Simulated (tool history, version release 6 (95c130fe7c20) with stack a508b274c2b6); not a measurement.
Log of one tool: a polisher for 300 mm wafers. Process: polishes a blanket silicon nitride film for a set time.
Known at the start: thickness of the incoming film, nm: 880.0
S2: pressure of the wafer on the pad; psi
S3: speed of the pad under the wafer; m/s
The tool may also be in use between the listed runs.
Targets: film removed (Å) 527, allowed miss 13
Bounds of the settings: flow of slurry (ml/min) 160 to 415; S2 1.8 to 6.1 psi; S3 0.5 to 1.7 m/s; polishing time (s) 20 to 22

run 1 hour=0 | flow_of_slurry_(ml/min)=265 S2=3.9 S3=1.1 polishing_time_(s)=22 | film_removed_(Å)=444.08
run 2 hour=4.6 | flow_of_slurry_(ml/min)=265 S2=4.5 S3=1.1 polishing_time_(s)=22 | film_removed_(Å)=515.01
run 3 hour=8.2 | flow_of_slurry_(ml/min)=265 S2=4.5 S3=1.1 polishing_time_(s)=20 | film_removed_(Å)=459.94
run 4 hour=11.5 | flow_of_slurry_(ml/min)=220 S2=4.5 S3=1.1 polishing_time_(s)=20 | film_removed_(Å)=448.08
run 5 hour=13.6 | flow_of_slurry_(ml/min)=250 S2=4.6 S3=1.1 polishing_time_(s)=20 | film_removed_(Å)=463.27
run 6 hour=19.9 | flow_of_slurry_(ml/min)=310 S2=4.6 S3=1.1 polishing_time_(s)=20 | film_removed_(Å)=481.29
run 7 hour=26.7 | flow_of_slurry_(ml/min)=315 S2=4.7 S3=1.1 polishing_time_(s)=20 | film_removed_(Å)=491.67
run 8 hour=32 | flow_of_slurry_(ml/min)=320 S2=4.8 S3=1.1 polishing_time_(s)=20 | film_removed_(Å)=503.57
run 9 hour=36.2 | flow_of_slurry_(ml/min)=325 S2=4.8 S3=1.1 polishing_time_(s)=20 | film_removed_(Å)=499.15

Which of these 4 next moves meets every target?
run A hour=40.4 | flow_of_slurry_(ml/min)=300 S2=4.2 S3=1.18 polishing_time_(s)=20 | film_removed_(Å)=?
run B hour=40.4 | flow_of_slurry_(ml/min)=330 S2=4.6 S3=1.1 polishing_time_(s)=20 | film_removed_(Å)=?
run C hour=40.4 | flow_of_slurry_(ml/min)=340 S2=5.1 S3=1.02 polishing_time_(s)=20 | film_removed_(Å)=?
run D hour=40.4 | flow_of_slurry_(ml/min)=250 S2=5.4 S3=1 polishing_time_(s)=21 | film_removed_(Å)=?

move=A film_removed_(Å)=464.85
move=B film_removed_(Å)=484.37
move=C film_removed_(Å)=505.56
move=D film_removed_(Å)=535.71
A: further off than the last run
B: further off than the last run
C: nearer than the last run, and not there yet
D: meets every target
Answer: D
